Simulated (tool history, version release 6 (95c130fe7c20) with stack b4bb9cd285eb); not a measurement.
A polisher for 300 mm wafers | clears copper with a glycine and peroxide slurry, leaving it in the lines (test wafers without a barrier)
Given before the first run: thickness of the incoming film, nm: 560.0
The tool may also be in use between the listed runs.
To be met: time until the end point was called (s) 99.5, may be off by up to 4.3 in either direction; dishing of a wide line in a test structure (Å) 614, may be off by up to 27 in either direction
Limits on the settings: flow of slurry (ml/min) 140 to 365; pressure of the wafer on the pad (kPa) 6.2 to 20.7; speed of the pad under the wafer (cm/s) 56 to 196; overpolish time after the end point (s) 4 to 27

| run | hour | flow of slurry (ml/min) | pressure of the wafer on the pad (kPa) | speed of the pad under the wafer (cm/s) | overpolish time after the end point (s) | time until the end point was called (s) | dishing of a wide line in a test structure (Å) |
|---|---|---|---|---|---|---|---|
| 1 | 0 | 235 | 13.1 | 126 | 14 | 88.208 | 487.96 |
| 2 | 2 | 235 | 13.1 | 98 | 14 | 109.06 | 410.89 |
| 3 | 3.9 | 235 | 13.1 | 98 | 15 | 110.11 | 434.1 |
| 4 | 11.6 | 235 | 13.1 | 98 | 16 | 110.57 | 468.99 |
| 5 | 18 | 235 | 14.5 | 98 | 18 | 102.12 | 526.26 |
| 6 | 25.1 | 235 | 11.7 | 98 | 18 | 115.41 | 482.56 |
| 7 | 28.3 | 235 | 12.4 | 98 | 18 | 113.48 | 488.65 |
| 8 | 35.1 | 235 | 13.8 | 98 | 20 | 107.46 | 563.21 |
| 9 | 35.7 | 235 | 14.5 | 98 | 20 | 102.76 | 574.48 |
| 10 | 39.3 | 235 | 14.5 | 98 | 21 | 105.61 | 617.85 |

5 candidate next runs follow, results not yet known. Just one meets every target within its allowed miss. Identify it.
| A | 42.9 | 245 | 15.9 | 108 | 16 | ? | ? |
| B | 42.9 | 285 | 13.8 | 106 | 20 | ? | ? |
| C | 42.9 | 240 | 12.4 | 98 | 21 | ? | ? |
| D | 42.9 | 220 | 12.4 | 100 | 23 | ? | ? |
| E | 42.9 | 215 | 13.8 | 96 | 20 | ? | ? |

| move | time until the end point was called (s) | dishing of a wide line in a test structure (Å) |
|---|---|---|
| A | 88.951 | 533.86 |
| B | 96.246 | 593.23 |
| C | 110.13 | 555.79 |
| D | 109.62 | 596.71 |
| E | 107.23 | 549 |
A: pushes the last run's worst result past its target
B: meets every target
C: further off than the last run
D: further off than the last run
E: further off than the last run
B is the move that brings every result within its allowed miss.

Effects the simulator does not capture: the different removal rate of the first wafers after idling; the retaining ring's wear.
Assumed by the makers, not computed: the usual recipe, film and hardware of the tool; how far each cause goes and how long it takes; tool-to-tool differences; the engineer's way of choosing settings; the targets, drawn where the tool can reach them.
